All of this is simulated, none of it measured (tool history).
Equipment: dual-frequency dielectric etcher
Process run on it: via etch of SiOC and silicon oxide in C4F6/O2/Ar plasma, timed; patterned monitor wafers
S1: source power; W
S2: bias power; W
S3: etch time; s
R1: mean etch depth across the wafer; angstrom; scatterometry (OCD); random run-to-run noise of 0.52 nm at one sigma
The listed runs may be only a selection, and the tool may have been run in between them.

run,hour,S1,S2,S3,R1
1,0.0,450,175,64,713.17
2,1.5,480,178,64,756.87
3,2.7,490,179,64,767.25
4,4.8,490,179,67,809.15
5,6.4,440,179,67,748.29
6,8.9,450,180,67,769.16
7,17.1,460,181,67,773.35
8,19.0,470,182,67,773.98
9,19.9,470,182,67,788.20

Run 10 comes next. What will it give?
10,25.4,480,183,67,?

R1: 803.03 angstrom

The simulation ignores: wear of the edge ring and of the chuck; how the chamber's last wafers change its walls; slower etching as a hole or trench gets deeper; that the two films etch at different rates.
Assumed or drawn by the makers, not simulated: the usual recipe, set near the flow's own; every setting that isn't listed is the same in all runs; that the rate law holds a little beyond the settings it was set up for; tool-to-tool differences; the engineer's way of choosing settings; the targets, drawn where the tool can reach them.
